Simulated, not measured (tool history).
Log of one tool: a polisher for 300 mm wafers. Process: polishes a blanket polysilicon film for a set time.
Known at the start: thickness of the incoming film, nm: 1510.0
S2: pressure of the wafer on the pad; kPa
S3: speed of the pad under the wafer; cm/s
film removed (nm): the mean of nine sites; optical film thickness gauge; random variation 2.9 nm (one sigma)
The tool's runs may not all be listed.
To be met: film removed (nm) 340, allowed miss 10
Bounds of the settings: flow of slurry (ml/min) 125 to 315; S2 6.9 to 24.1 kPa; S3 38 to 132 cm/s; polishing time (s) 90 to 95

Run 1, hour 0: flow of slurry (ml/min) 205, S2 15.2 kPa, S3 84 cm/s, polishing time (s) 90. Result: film removed (nm) 519.76.
Run 2, hour 1.5: flow of slurry (ml/min) 235, S2 15.2 kPa, S3 84 cm/s, polishing time (s) 90. Result: film removed (nm) 531.67.
Run 3, hour 9.4: flow of slurry (ml/min) 235, S2 15.2 kPa, S3 84 cm/s, polishing time (s) 95. Result: film removed (nm) 548.38.
Run 4, hour 12.9: flow of slurry (ml/min) 235, S2 15.2 kPa, S3 84 cm/s, polishing time (s) 90. Result: film removed (nm) 526.17.
Run 5, hour 19.8: flow of slurry (ml/min) 235, S2 17.2 kPa, S3 84 cm/s, polishing time (s) 90. Result: film removed (nm) 574.7.
Run 6, hour 20.7: flow of slurry (ml/min) 235, S2 17.2 kPa, S3 84 cm/s, polishing time (s) 95. Result: film removed (nm) 598.56.
Run 7, hour 26.1: flow of slurry (ml/min) 235, S2 15.2 kPa, S3 80 cm/s, polishing time (s) 95. Result: film removed (nm) 533.75.
Run 8, hour 29.1: flow of slurry (ml/min) 235, S2 13.1 kPa, S3 78 cm/s, polishing time (s) 95. Result: film removed (nm) 473.28.
Run 9, hour 37.7: flow of slurry (ml/min) 235, S2 11.7 kPa, S3 76 cm/s, polishing time (s) 95. Result: film removed (nm) 433.21.
Run 10, hour 39.4: flow of slurry (ml/min) 235, S2 10.3 kPa, S3 76 cm/s, polishing time (s) 95. Result: film removed (nm) 400.17.
Run 11, hour 44.8: flow of slurry (ml/min) 235, S2 9.7 kPa, S3 76 cm/s, polishing time (s) 95. Result: film removed (nm) 381.86.
Run 12, hour 50.9: flow of slurry (ml/min) 235, S2 9 kPa, S3 76 cm/s, polishing time (s) 95. Result: film removed (nm) 362.28.
Run 13, hour 59.8: flow of slurry (ml/min) 235, S2 8.3 kPa, S3 76 cm/s, polishing time (s) 95. Result: film removed (nm) 348.27.

4 next moves are on the table. One of them brings every result within its allowed miss. Which?
Run A, hour 68.7: flow of slurry (ml/min) 235, S2 9.7 kPa, S3 72 cm/s, polishing time (s) 95. Result: film removed (nm) ?.
Run B, hour 68.7: flow of slurry (ml/min) 245, S2 9 kPa, S3 74 cm/s, polishing time (s) 90. Result: film removed (nm) ?.
Run C, hour 68.7: flow of slurry (ml/min) 235, S2 9 kPa, S3 76 cm/s, polishing time (s) 95. Result: film removed (nm) ?.
Run D, hour 68.7: flow of slurry (ml/min) 225, S2 6.9 kPa, S3 96 cm/s, polishing time (s) 90. Result: film removed (nm) ?.

move  film removed (nm)
   A             365.43
   B              340.8
   C             366.83
   D              369.4
A: further off than the last run
B: meets every target
C: further off than the last run
D: further off than the last run
The right move is B.

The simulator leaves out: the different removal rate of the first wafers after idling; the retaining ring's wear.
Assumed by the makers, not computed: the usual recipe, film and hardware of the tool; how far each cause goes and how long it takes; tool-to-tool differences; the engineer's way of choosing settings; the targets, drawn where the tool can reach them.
